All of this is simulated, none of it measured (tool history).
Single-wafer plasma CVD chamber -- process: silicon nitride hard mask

| run | hour | heater temperature setpoint (°C) | chamber pressure (mTorr) | RF power (W) | deposition time (s) | mean film thickness on the monitor wafer (Å) |
|---|---|---|---|---|---|---|
| 1 | 0 | 395 | 1270 | 225 | 17.8 | 146.81 |
| 2 | 2 | 395 | 1470 | 225 | 17.8 | 156.58 |
| 3 | 9.4 | 395 | 1470 | 205 | 17.8 | 147.08 |
| 4 | 14.9 | 389 | 1470 | 205 | 17.8 | 147.55 |
| 5 | 20.1 | 397 | 1470 | 205 | 17.8 | 147.32 |
| 6 | 24.3 | 397 | 1550 | 205 | 17.8 | 150.44 |

For run 7, what comes out?
| 7 | 32.9 | 397 | 1610 | 205 | 17.8 | ? |

Logged for run 7: mean film thickness on the monitor wafer (Å) 152.21.

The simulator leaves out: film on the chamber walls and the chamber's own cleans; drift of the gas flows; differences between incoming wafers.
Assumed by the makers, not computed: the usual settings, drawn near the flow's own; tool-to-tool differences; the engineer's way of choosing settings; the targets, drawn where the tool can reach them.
